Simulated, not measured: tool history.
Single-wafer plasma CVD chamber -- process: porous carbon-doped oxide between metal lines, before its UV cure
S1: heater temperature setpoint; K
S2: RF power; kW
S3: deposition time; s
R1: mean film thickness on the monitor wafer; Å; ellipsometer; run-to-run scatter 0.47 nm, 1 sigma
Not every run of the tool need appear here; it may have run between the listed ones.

Run 1, day 0.000: S1 588.15 K, S2 0.400 kW, S3 27.7 s. Result: R1 1260.20 Å.
Run 2, day 0.279: S1 588.15 K, S2 0.350 kW, S3 27.7 s. Result: R1 1103.60 Å.
Run 3, day 0.550: S1 588.15 K, S2 0.320 kW, S3 27.7 s. Result: R1 1003.00 Å.
Run 4, day 0.883: S1 588.15 K, S2 0.270 kW, S3 27.7 s. Result: R1 825.36 Å.
Run 5, day 0.904: S1 588.15 K, S2 0.305 kW, S3 27.7 s. Result: R1 948.69 Å.
Run 6, day 0.938: S1 582.15 K, S2 0.305 kW, S3 27.7 s. Result: R1 987.02 Å.
Run 7, day 1.296: S1 580.15 K, S2 0.305 kW, S3 27.7 s. Result: R1 999.47 Å.

What does the tool deliver on the next run?
Run 8, day 1.588: S1 573.15 K, S2 0.310 kW, S3 27.7 s. Result: R1 ?.

R1: 1063.90 Å
